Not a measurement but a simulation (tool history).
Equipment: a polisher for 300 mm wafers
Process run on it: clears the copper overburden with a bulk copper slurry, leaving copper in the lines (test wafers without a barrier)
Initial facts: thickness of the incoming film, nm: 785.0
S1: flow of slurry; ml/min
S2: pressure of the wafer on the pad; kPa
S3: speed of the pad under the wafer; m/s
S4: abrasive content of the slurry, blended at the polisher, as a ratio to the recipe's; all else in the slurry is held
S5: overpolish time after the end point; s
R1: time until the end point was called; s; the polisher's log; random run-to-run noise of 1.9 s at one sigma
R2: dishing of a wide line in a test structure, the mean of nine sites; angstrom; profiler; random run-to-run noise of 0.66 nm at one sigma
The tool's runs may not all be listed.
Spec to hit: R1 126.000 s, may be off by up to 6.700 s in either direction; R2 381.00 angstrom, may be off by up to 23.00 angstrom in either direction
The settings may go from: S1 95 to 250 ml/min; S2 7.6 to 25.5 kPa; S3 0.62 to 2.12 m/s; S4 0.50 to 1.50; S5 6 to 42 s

run  hour   S1    S2    S3    S4  S5       R1      R2
  1   0.0  160  16.5  1.36  1.00  21   90.069  395.00
  2   8.5  160  16.5  1.36  1.00  17   90.872  395.18
  3  15.0  160  15.9  1.34  1.00  18   97.604  396.77
  4  23.1  160  15.9  1.34  1.00   9   95.312  323.64
  5  27.6  160  19.3  1.34  1.00   9   80.610  351.53
  6  30.1  160  17.9  1.32  1.00  12   87.114  368.62
  7  35.2  160  17.9  1.32  1.00  12   86.698  374.69
  8  36.6  160  16.5  1.28  1.00  14   94.075  378.65
  9  44.6  160  15.9  1.24  1.00  14  103.700  354.65

Exercise: of the 5 proposed moves below, exactly one satisfies all targets within the stated allowed misses. Which move is it?
  A  52.6  165  14.5  0.94  0.95  25   ?   ?
  B  52.6  185  11.0  1.72  0.90  17   ?   ?
  C  52.6  155  15.2  1.04  1.00  21   ?   ?
  D  52.6  145  22.1  1.20  1.00  12   ?   ?
  E  52.6  165  14.5  1.22  1.05  18   ?   ?

move       R1      R2
   A  145.760  367.51
   B  105.210  354.22
   C  126.080  366.70
   D   77.042  370.36
   E  110.820  363.38
A: takes the result that was furthest off past its target
B: closer than the last run, but not yet in spec
C: each result inside its tolerance
D: its largest miss is bigger than the last run's
E: closer than the last run, but not yet in spec
C meets every target.
